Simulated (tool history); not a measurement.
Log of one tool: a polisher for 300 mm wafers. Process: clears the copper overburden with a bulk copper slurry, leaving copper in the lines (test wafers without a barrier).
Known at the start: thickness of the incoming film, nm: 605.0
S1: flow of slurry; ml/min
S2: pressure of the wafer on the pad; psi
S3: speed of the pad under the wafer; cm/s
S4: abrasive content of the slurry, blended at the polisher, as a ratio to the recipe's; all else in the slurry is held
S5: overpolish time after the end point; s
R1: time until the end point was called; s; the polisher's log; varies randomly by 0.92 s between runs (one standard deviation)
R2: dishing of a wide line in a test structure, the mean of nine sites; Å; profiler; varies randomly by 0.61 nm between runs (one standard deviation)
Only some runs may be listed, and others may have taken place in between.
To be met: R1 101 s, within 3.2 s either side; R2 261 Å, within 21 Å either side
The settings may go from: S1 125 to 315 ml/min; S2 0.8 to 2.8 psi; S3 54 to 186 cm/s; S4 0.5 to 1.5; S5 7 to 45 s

Run 1, hour 0: S1 205 ml/min, S2 1.8 psi, S3 118 cm/s, S4 1, S5 23 s. Result: R1 74.656 s, R2 762.43 Å.
Run 2, hour 7: S1 205 ml/min, S2 1.7 psi, S3 122 cm/s, S4 1, S5 21 s. Result: R1 75.818 s, R2 728.31 Å.
Run 3, hour 11.5: S1 210 ml/min, S2 1.6 psi, S3 122 cm/s, S4 1.05, S5 19 s. Result: R1 76.472 s, R2 678.91 Å.
Run 4, hour 12.6: S1 210 ml/min, S2 1.6 psi, S3 122 cm/s, S4 0.95, S5 19 s. Result: R1 78.679 s, R2 691.02 Å.
Run 5, hour 18.2: S1 195 ml/min, S2 1.5 psi, S3 122 cm/s, S4 1.05, S5 17 s. Result: R1 81.611 s, R2 597.94 Å.
Run 6, hour 26.2: S1 195 ml/min, S2 1.7 psi, S3 122 cm/s, S4 1.05, S5 17 s. Result: R1 74.738 s, R2 669.06 Å.
Run 7, hour 33.4: S1 185 ml/min, S2 1.6 psi, S3 122 cm/s, S4 1.1, S5 16 s. Result: R1 78.17 s, R2 599.74 Å.
Run 8, hour 41.2: S1 175 ml/min, S2 1.5 psi, S3 124 cm/s, S4 1.15, S5 15 s. Result: R1 80.032 s, R2 556.2 Å.
Run 9, hour 46.6: S1 170 ml/min, S2 1.4 psi, S3 124 cm/s, S4 1.2, S5 14 s. Result: R1 83.213 s, R2 528.22 Å.
Run 10, hour 50.7: S1 165 ml/min, S2 1.3 psi, S3 124 cm/s, S4 1.25, S5 13 s. Result: R1 88.834 s, R2 505.12 Å.
Run 11, hour 59: S1 160 ml/min, S2 1.2 psi, S3 126 cm/s, S4 1.3, S5 12 s. Result: R1 89.53 s, R2 432.33 Å.
Run 12, hour 62.6: S1 125 ml/min, S2 0.8 psi, S3 130 cm/s, S4 1.5, S5 7 s. Result: R1 113.13 s, R2 228.49 Å.
Run 13, hour 71.2: S1 130 ml/min, S2 0.8 psi, S3 130 cm/s, S4 1.5, S5 7 s. Result: R1 111.4 s, R2 232.27 Å.
Run 14, hour 78: S1 135 ml/min, S2 0.8 psi, S3 130 cm/s, S4 1.5, S5 7 s. Result: R1 110.6 s, R2 239.99 Å.
Run 15, hour 80: S1 140 ml/min, S2 0.8 psi, S3 132 cm/s, S4 1.5, S5 7 s. Result: R1 108.4 s, R2 243.54 Å.
Run 16, hour 84.6: S1 145 ml/min, S2 0.8 psi, S3 134 cm/s, S4 1.5, S5 7 s. Result: R1 104.75 s, R2 240.79 Å.
Run 17, hour 88: S1 150 ml/min, S2 0.8 psi, S3 134 cm/s, S4 1.5, S5 7 s. Result: R1 104.55 s, R2 259.12 Å.

Pick the move, out of 5, that brings all results within their allowed miss; only one does.
Run A, hour 91.4: S1 270 ml/min, S2 0.8 psi, S3 128 cm/s, S4 1.5, S5 7 s. Result: R1 ?, R2 ?.
Run B, hour 91.4: S1 145 ml/min, S2 0.8 psi, S3 134 cm/s, S4 1.45, S5 7 s. Result: R1 ?, R2 ?.
Run C, hour 91.4: S1 125 ml/min, S2 0.8 psi, S3 154 cm/s, S4 1.5, S5 7 s. Result: R1 ?, R2 ?.
Run D, hour 91.4: S1 125 ml/min, S2 1.3 psi, S3 104 cm/s, S4 1.5, S5 8 s. Result: R1 ?, R2 ?.
Run E, hour 91.4: S1 160 ml/min, S2 0.8 psi, S3 126 cm/s, S4 1.5, S5 7 s. Result: R1 ?, R2 ?.

move      R1      R2
   A  99.435  254.08
   B  105.23  242.32
   C  94.471  265.08
   D  104.87  277.98
   E  108.79  235.62
A: all results land within tolerance of their targets
B: lands further from the targets than the last run did
C: moves the result that the last run missed by most past its target, out the other side
D: lands further from the targets than the last run did
E: lands further from the targets than the last run did
A meets every target.
